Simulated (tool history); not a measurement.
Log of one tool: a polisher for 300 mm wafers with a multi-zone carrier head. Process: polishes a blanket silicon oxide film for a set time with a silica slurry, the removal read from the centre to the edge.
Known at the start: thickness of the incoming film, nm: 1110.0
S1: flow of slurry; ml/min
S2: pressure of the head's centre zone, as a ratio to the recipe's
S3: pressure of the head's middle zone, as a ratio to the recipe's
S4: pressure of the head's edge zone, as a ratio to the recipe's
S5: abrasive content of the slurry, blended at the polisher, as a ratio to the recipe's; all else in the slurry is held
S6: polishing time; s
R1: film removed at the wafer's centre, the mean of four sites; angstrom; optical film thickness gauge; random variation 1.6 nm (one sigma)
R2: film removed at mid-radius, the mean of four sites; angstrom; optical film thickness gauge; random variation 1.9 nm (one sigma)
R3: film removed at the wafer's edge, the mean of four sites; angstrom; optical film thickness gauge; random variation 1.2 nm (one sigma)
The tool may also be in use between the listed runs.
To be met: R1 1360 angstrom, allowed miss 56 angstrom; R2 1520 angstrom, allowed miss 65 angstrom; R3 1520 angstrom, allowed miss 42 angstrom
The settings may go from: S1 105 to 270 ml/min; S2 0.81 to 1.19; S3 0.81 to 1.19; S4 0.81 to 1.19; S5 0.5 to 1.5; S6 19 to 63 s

run	day	S1	S2	S3	S4	S5	S6	R1	R2	R3
1	0	175	1	1	1	1	41	1662.2	1620.8	1655.6
2	0.371	175	1	1	1	0.85	41	1577.6	1566.2	1545.2
3	0.425	155	1	1	1	0.85	41	1563.6	1551.9	1529
4	0.675	155	1.03	1	1	0.85	41	1628	1514.8	1528.4
5	0.804	135	1.03	1	1	0.85	41	1515.8	1502.7	1496.9
6	1.025	130	1.02	1	1	0.85	41	1552.9	1472.4	1491.1
7	1.217	130	1	1	1.01	0.85	41	1483.7	1439.2	1508.5
8	1.454	130	0.99	1.01	1.01	0.85	41	1425	1465.4	1500.2
9	1.542	130	0.98	1.03	1.01	0.85	41	1450.2	1522.2	1500.8

Which of these 4 next moves meets every target?
A	1.629	205	0.93	0.98	0.88	1.05	37	?	?	?
B	1.629	210	0.98	0.98	1.02	0.95	38	?	?	?
C	1.629	125	0.92	1.04	1.06	1.1	38	?	?	?
D	1.629	150	0.98	0.99	1.01	0.95	39	?	?	?

move	R1	R2	R3
A	1446.1	1497	1476.3
B	1524.8	1496.1	1544.3
C	1330.9	1482.4	1516
D	1463	1458.2	1511.8
A: as far off as the last run
B: further off than the last run
C: meets every target
D: further off than the last run
Answer: C
